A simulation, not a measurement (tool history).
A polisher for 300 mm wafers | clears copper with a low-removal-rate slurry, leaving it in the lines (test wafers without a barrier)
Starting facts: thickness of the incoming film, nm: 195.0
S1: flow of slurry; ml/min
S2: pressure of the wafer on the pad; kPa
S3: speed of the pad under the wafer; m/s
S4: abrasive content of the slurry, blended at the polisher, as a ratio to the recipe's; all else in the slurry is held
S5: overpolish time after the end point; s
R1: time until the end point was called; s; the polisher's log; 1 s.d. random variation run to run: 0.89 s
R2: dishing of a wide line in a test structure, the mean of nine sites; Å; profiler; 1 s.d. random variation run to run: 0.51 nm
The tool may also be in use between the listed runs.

run,hour,S1,S2,S3,S4,S5,R1,R2
1,0,285,18.6,1,1,14,57.578,319.05
2,2.1,285,20,1,1,15,54.166,368.29
3,9.7,285,20.7,1,1,16,55.293,390.84
4,18.1,285,20.7,1,0.85,16,55.929,381.45
5,25,285,22.1,1,0.85,16,51.278,404.47
6,29.7,230,22.1,1,0.85,16,52.353,396.14
7,31,230,22.1,1,0.85,16,53.542,394.98
8,38,235,22.8,1,0.85,17,51.42,417.66
9,43.9,250,22.8,1,0.85,18,52.631,446.4

Estimate the outcome of run 10 from the log above:
10,45.3,255,23.4,1,0.85,18,?,?

Logged for run 10: R1 51.239 s, R2 460.12 Å.
